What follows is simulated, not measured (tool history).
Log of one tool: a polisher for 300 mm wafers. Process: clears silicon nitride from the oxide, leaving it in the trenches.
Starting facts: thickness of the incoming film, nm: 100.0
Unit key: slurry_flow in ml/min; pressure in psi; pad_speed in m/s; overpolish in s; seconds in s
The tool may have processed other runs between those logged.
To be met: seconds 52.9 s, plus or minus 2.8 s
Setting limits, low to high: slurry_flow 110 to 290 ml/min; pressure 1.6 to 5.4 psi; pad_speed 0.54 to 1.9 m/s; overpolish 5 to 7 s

run	hour	slurry_flow	pressure	pad_speed	overpolish	seconds
1	0	185	3.5	1.22	7	73.727
2	6.2	185	3.7	1.22	7	71.347
3	14.9	220	3.7	1.22	7	69.278
4	23.3	220	3.9	1.22	7	65.561
5	23.9	220	4	1.22	7	64.06
6	26.6	220	4	1.36	7	59.373
7	32.3	220	4.1	1.36	7	56.086
8	33.8	220	4.2	1.36	7	55.11

Below are 4 possible settings for the next run. Only one of them brings all results inside the allowed miss of their targets. Which is it?
A	35.3	110	4	1.46	7	?
B	35.3	220	4.1	1.32	5	?
C	35.3	255	3.4	1.68	7	?
D	35.3	205	4.3	1.24	7	?

move	seconds
A	62.175
B	58.569
C	53.623
D	60.218
A: lands further from the targets than the last run did
B: lands further from the targets than the last run did
C: each result inside its tolerance
D: lands further from the targets than the last run did
C is the move that brings every result within its allowed miss.
